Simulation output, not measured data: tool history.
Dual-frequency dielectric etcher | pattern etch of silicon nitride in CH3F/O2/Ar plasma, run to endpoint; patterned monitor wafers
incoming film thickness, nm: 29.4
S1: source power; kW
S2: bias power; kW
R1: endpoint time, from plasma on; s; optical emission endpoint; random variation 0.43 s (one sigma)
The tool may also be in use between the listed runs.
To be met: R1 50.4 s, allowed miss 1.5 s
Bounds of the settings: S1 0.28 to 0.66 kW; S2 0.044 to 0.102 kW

run,hour,S1,S2,R1
1,0,0.47,0.073,42.29
2,7.1,0.44,0.071,43.28
3,15.4,0.36,0.071,46.397
4,17,0.36,0.083,44.007
5,23.8,0.36,0.076,45.171
6,26.6,0.34,0.074,45.971
7,35.2,0.33,0.071,46.553
8,43.7,0.32,0.068,48.659
9,49.1,0.31,0.068,48.56

Which of these 4 next moves meets every target?
A,54.5,0.38,0.069,?
B,54.5,0.38,0.066,?
C,54.5,0.28,0.066,?
D,54.5,0.33,0.078,?

move,R1
A,45.579
B,46.06
C,50.43
D,46.142
A: further off than the last run
B: further off than the last run
C: meets every target
D: further off than the last run
The right move is C.
